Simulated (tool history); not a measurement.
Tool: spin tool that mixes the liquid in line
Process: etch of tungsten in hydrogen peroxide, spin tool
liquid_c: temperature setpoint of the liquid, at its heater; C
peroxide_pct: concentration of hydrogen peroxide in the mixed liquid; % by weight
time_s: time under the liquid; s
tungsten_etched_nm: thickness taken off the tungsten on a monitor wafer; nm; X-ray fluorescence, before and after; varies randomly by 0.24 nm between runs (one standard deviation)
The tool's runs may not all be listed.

run,hour,liquid_c,peroxide_pct,time_s,tungsten_etched_nm
1,0.0,44.0,21.0,55,96.774
2,3.3,44.0,21.0,55,96.099
3,6.0,42.0,21.0,55,84.807
4,9.7,40.5,21.0,55,76.686
5,10.2,40.5,24.5,55,82.626
6,12.5,33.5,24.5,55,52.105

Run 7, settings as shown, results not yet in. Your forecast:
7,20.1,34.0,24.5,55,?

{"run 7": {"tungsten_etched_nm": 53.789}}

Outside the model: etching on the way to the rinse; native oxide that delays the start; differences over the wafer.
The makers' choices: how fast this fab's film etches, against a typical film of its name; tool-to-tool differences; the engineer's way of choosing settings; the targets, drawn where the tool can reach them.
